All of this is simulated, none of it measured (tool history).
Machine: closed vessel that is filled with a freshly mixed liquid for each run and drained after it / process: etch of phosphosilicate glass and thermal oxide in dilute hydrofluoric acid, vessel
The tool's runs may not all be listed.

run	day	temperature setpoint of the liquid (C)	parts of water to one part of 49 % hydrofluoric acid (parts by volume)	time in the liquid (s)	thickness taken off the phosphosilicate glass on a monitor wafer (angstrom)	thickness taken off the thermal oxide on a monitor wafer (angstrom)
1	0	24	285	60	126.31	7.6367
2	0.221	22.5	300	60	111.54	6.8234
3	0.417	22.5	300	75	140.31	9.183
4	0.612	22.5	300	55	101.94	6.4175
5	0.938	21.5	310	55	95.788	5.6273
6	1.096	21.5	310	35	60.352	3.7854
7	1.171	22.5	310	35	61.724	3.9478
8	1.25	23.5	305	35	65.898	4.2407

What will run 9 give?
9	1.421	24	300	35	?	?

Run 9 came out at thickness taken off the phosphosilicate glass on a monitor wafer (angstrom) 69.332, thickness taken off the thermal oxide on a monitor wafer (angstrom) 4.1754.
